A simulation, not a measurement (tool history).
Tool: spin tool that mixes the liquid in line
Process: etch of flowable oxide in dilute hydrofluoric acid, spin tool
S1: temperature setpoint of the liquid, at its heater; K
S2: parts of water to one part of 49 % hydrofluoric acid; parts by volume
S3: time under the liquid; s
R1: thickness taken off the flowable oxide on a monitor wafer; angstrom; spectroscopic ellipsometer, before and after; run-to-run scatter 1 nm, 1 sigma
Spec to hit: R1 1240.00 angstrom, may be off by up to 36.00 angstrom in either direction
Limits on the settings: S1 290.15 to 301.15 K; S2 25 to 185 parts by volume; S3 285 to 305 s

| run | hour | S1 | S2 | S3 | R1 |
|---|---|---|---|---|---|
| 1 | 0.0 | 293.15 | 105 | 285 | 809.06 |
| 2 | 6.5 | 295.15 | 100 | 285 | 934.08 |
| 3 | 8.6 | 295.15 | 135 | 285 | 662.09 |
| 4 | 15.2 | 296.65 | 125 | 285 | 763.83 |
| 5 | 22.9 | 296.65 | 155 | 285 | 599.85 |
| 6 | 25.1 | 296.65 | 155 | 305 | 645.72 |
| 7 | 32.2 | 298.15 | 140 | 305 | 767.24 |
| 8 | 41.0 | 299.15 | 125 | 305 | 895.50 |
| 9 | 48.0 | 299.65 | 115 | 305 | 1011.70 |
| 10 | 53.1 | 300.15 | 110 | 305 | 1076.90 |
| 11 | 57.5 | 300.65 | 105 | 305 | 1175.10 |
| 12 | 61.7 | 301.15 | 105 | 305 | 1180.60 |

Of the 5 settings listed for the next run, only one would bring every result within its allowed miss of target. Which one?
| A | 65.9 | 301.15 | 105 | 285 | ? |
| B | 65.9 | 301.15 | 110 | 305 | ? |
| C | 65.9 | 300.65 | 100 | 305 | ? |
| D | 65.9 | 300.15 | 100 | 290 | ? |
| E | 65.9 | 301.15 | 110 | 285 | ? |

| move | R1 |
|---|---|
| A | 1103.80 |
| B | 1120.10 |
| C | 1225.00 |
| D | 1142.60 |
| E | 1046.60 |
A: misses by more than the last run did
B: misses by more than the last run did
C: meets every target
D: misses by more than the last run did
E: misses by more than the last run did
C is the move that brings every result within its allowed miss.

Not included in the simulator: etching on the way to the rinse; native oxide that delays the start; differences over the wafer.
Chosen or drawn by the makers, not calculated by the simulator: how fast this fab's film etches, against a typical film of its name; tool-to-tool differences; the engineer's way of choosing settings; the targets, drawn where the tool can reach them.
